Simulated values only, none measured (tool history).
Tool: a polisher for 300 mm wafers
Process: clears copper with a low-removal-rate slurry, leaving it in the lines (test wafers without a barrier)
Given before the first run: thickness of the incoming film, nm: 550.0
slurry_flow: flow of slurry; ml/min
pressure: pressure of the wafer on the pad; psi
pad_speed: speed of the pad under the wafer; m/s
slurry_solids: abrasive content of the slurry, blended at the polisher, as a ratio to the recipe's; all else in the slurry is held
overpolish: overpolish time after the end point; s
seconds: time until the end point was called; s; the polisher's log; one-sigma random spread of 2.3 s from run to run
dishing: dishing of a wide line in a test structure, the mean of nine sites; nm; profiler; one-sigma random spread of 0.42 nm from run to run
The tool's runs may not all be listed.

Run 1, hour 0.0: slurry_flow 160 ml/min, pressure 2.7 psi, pad_speed 1.36 m/s, slurry_solids 1.0, overpolish 15 s. Result: seconds 149.82 s, dishing 36.793 nm.
Run 2, hour 4.8: slurry_flow 160 ml/min, pressure 2.6 psi, pad_speed 1.36 m/s, slurry_solids 1.0, overpolish 15 s. Result: seconds 156.82 s, dishing 36.566 nm.
Run 3, hour 5.6: slurry_flow 160 ml/min, pressure 2.5 psi, pad_speed 1.36 m/s, slurry_solids 1.0, overpolish 15 s. Result: seconds 160.42 s, dishing 35.180 nm.
Run 4, hour 8.0: slurry_flow 195 ml/min, pressure 2.5 psi, pad_speed 1.36 m/s, slurry_solids 1.0, overpolish 15 s. Result: seconds 156.13 s, dishing 36.594 nm.
Run 5, hour 11.8: slurry_flow 195 ml/min, pressure 3.0 psi, pad_speed 1.36 m/s, slurry_solids 1.0, overpolish 15 s. Result: seconds 135.87 s, dishing 42.124 nm.
At hour 19.9: head pressure recalibrated.
Run 6, hour 19.9: slurry_flow 195 ml/min, pressure 2.8 psi, pad_speed 1.36 m/s, slurry_solids 1.0, overpolish 15 s. Result: seconds 135.20 s, dishing 40.451 nm.
Run 7, hour 28.6: slurry_flow 165 ml/min, pressure 2.1 psi, pad_speed 1.18 m/s, slurry_solids 1.0, overpolish 17 s. Result: seconds 192.28 s, dishing 32.442 nm.

Run 8 has not been measured yet. What should we expect?
Run 8, hour 37.6: slurry_flow 160 ml/min, pressure 2.0 psi, pad_speed 1.18 m/s, slurry_solids 1.0, overpolish 16 s. Result: seconds ?, dishing ?.

Run 8 produced seconds 204.03 s, dishing 31.628 nm.
